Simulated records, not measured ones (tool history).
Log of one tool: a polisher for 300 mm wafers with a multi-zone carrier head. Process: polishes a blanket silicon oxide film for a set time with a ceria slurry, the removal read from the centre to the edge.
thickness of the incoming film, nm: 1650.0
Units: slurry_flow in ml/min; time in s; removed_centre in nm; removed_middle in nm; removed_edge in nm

run,hour,slurry_flow,centre_zone,middle_zone,edge_zone,time,removed_centre,removed_middle,removed_edge
1,0,275,1,1,1,70,241.77,245.1,250.1
2,3.9,275,1,1.03,1,70,242.46,253.28,250.49
3,8.7,275,1,1.03,1,79,274.5,282.78,281.16
4,13,265,0.98,0.97,0.97,74,252.26,251.42,259.6
5,21.2,220,0.98,0.97,0.97,74,245.43,247.89,257.53
6,25.7,220,0.96,0.93,0.95,70,228.5,222.3,236.49
7,29.6,215,0.92,0.9,0.93,69,220.41,211.34,233.74
8,33.3,210,0.9,0.89,0.91,68,215.77,209.02,227.22
9,38.4,205,0.88,0.87,0.9,67,204.59,201.99,220.09

Run 10 comes next. What will it give?
10,39.6,200,0.87,0.85,0.89,67,?,?,?

{"run 10": {"removed_centre": 201.28, "removed_middle": 196.93, "removed_edge": 225}}

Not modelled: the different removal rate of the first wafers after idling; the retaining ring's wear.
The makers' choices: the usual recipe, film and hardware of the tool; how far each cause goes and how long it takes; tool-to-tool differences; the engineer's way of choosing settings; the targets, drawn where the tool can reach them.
